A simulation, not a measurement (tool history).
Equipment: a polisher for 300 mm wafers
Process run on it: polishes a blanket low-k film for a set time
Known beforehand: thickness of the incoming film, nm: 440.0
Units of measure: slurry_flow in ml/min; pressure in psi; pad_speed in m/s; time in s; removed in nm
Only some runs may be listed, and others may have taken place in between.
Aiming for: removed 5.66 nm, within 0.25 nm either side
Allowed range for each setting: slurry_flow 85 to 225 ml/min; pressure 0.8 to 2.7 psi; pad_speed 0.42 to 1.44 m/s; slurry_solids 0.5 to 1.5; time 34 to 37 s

{"run": 1, "hour": 0.0, "slurry_flow": 145, "pressure": 1.7, "pad_speed": 0.92, "slurry_solids": 1, "time": 37, "removed": 12.261}
{"run": 2, "hour": 3.7, "slurry_flow": 145, "pressure": 1.4, "pad_speed": 0.92, "slurry_solids": 1, "time": 37, "removed": 10.314}
{"run": 3, "hour": 10.9, "slurry_flow": 145, "pressure": 1.3, "pad_speed": 0.88, "slurry_solids": 1, "time": 37, "removed": 9.4518}
{"run": 4, "hour": 16.8, "slurry_flow": 145, "pressure": 1.2, "pad_speed": 0.84, "slurry_solids": 1, "time": 37, "removed": 8.2685}
{"run": 5, "hour": 18.4, "slurry_flow": 145, "pressure": 1.1, "pad_speed": 0.82, "slurry_solids": 1, "time": 37, "removed": 7.6498}
{"run": 6, "hour": 25.3, "slurry_flow": 145, "pressure": 1.1, "pad_speed": 0.82, "slurry_solids": 1.1, "time": 37, "removed": 7.9278}
{"run": 7, "hour": 29.8, "slurry_flow": 145, "pressure": 1.1, "pad_speed": 0.8, "slurry_solids": 1.1, "time": 37, "removed": 7.683}
{"run": 8, "hour": 34.6, "slurry_flow": 135, "pressure": 0.8, "pad_speed": 0.66, "slurry_solids": 1.1, "time": 37, "removed": 4.7576}

Next run, 5 choices. One meets every target within its allowed miss, the rest don't. Which?
{"run": "A", "hour": 39.4, "slurry_flow": 130, "pressure": 0.8, "pad_speed": 0.66, "slurry_solids": 1.15, "time": 37, "removed": "?"}
{"run": "B", "hour": 39.4, "slurry_flow": 100, "pressure": 0.9, "pad_speed": 0.78, "slurry_solids": 1.05, "time": 37, "removed": "?"}
{"run": "C", "hour": 39.4, "slurry_flow": 140, "pressure": 1, "pad_speed": 0.62, "slurry_solids": 1.35, "time": 37, "removed": "?"}
{"run": "D", "hour": 39.4, "slurry_flow": 150, "pressure": 1.1, "pad_speed": 0.48, "slurry_solids": 1, "time": 34, "removed": "?"}
{"run": "E", "hour": 39.4, "slurry_flow": 90, "pressure": 0.8, "pad_speed": 0.56, "slurry_solids": 1.3, "time": 37, "removed": "?"}

move=A removed=4.9135
move=B removed=5.7515
move=C removed=6.2204
move=D removed=4.5643
move=E removed=4.2124
A: closer than the last run, but not yet in spec
B: in spec on every target
C: moves the result that the last run missed by most past its target, out the other side
D: its largest miss is bigger than the last run's
E: its largest miss is bigger than the last run's
The move that meets every target is B.
